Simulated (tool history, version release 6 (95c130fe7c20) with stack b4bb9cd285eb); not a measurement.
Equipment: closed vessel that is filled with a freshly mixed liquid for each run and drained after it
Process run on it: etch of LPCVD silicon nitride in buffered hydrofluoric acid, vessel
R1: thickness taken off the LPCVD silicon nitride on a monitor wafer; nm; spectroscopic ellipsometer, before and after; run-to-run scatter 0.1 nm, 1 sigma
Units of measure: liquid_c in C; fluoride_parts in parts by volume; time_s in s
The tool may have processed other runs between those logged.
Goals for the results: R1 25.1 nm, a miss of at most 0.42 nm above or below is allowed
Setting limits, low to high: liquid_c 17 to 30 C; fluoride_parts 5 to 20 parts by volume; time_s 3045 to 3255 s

run 1 hour=0 | liquid_c=22 fluoride_parts=12 time_s=3045 | R1=35.371
run 2 hour=3.4 | liquid_c=21 fluoride_parts=12 time_s=3045 | R1=33.456
run 3 hour=12.6 | liquid_c=20 fluoride_parts=12 time_s=3045 | R1=31.559
run 4 hour=15.1 | liquid_c=20 fluoride_parts=12 time_s=3045 | R1=31.395
run 5 hour=21.1 | liquid_c=20 fluoride_parts=12 time_s=3045 | R1=31.545
run 6 hour=27.3 | liquid_c=20 fluoride_parts=12 time_s=3255 | R1=33.682
run 7 hour=29.7 | liquid_c=19.5 fluoride_parts=12.5 time_s=3255 | R1=31.601
run 8 hour=35 | liquid_c=19 fluoride_parts=12.5 time_s=3255 | R1=30.426
run 9 hour=44.3 | liquid_c=18.5 fluoride_parts=12.5 time_s=3255 | R1=29.904
run 10 hour=51.4 | liquid_c=18 fluoride_parts=12.5 time_s=3255 | R1=29.007
run 11 hour=58.8 | liquid_c=17.5 fluoride_parts=13 time_s=3255 | R1=27.044

Below are 4 possible settings for the next run. Only one of them brings all results inside the allowed miss of their targets. Which is it?
run A hour=66.2 | liquid_c=21 fluoride_parts=16 time_s=3175 | R1=?
run B hour=66.2 | liquid_c=18 fluoride_parts=13.5 time_s=3140 | R1=?
run C hour=66.2 | liquid_c=17.5 fluoride_parts=13 time_s=3135 | R1=?
run D hour=66.2 | liquid_c=17 fluoride_parts=13.5 time_s=3205 | R1=?

move=A R1=26.222
move=B R1=25.889
move=C R1=26.071
move=D R1=24.961
A: closer than the last run, but not yet in spec
B: closer than the last run, but not yet in spec
C: closer than the last run, but not yet in spec
D: every result within its allowed miss
Go with D: it meets all targets.

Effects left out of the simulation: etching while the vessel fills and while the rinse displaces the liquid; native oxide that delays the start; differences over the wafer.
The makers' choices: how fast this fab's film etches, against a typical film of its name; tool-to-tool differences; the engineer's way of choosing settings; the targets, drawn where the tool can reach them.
